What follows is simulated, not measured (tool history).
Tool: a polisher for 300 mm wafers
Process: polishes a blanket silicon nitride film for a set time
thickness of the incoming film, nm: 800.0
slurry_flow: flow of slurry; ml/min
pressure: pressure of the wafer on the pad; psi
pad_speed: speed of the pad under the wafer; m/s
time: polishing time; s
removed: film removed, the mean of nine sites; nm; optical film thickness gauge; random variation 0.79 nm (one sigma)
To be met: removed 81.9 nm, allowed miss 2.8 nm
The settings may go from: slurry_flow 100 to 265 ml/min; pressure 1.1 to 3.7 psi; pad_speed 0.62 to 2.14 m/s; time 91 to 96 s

| run | day | slurry_flow | pressure | pad_speed | time | removed |
|---|---|---|---|---|---|---|
| 1 | 0 | 170 | 2.4 | 1.38 | 91 | 130.41 |
| 2 | 0.254 | 170 | 1.8 | 1.38 | 91 | 99.688 |
| 3 | 0.358 | 170 | 1.8 | 1.38 | 96 | 103.51 |
| 4 | 0.471 | 170 | 1.7 | 1.38 | 96 | 98.636 |
| 5 | 0.5 | 170 | 1.7 | 1.38 | 91 | 92.944 |
| 6 | 0.758 | 160 | 1.6 | 1.38 | 91 | 86.994 |
| 7 | 0.962 | 155 | 1.6 | 1.38 | 91 | 87.238 |
| 8 | 1.154 | 150 | 1.6 | 1.38 | 91 | 88.564 |
| 9 | 1.396 | 150 | 1.6 | 1.38 | 91 | 86.459 |
| 10 | 1.546 | 145 | 1.6 | 1.38 | 91 | 86.727 |

4 next moves are on the table. One of them brings every result within its allowed miss. Which?
| A | 1.696 | 195 | 1.6 | 1.48 | 91 | ? |
| B | 1.696 | 160 | 1.7 | 1.32 | 95 | ? |
| C | 1.696 | 195 | 1.4 | 1.42 | 94 | ? |
| D | 1.696 | 165 | 2 | 1.06 | 95 | ? |

| move | removed |
|---|---|
| A | 93.844 |
| B | 93.05 |
| C | 82.676 |
| D | 92.291 |
A: further off than the last run
B: further off than the last run
C: meets every target
D: further off than the last run
Move C is the one to make.

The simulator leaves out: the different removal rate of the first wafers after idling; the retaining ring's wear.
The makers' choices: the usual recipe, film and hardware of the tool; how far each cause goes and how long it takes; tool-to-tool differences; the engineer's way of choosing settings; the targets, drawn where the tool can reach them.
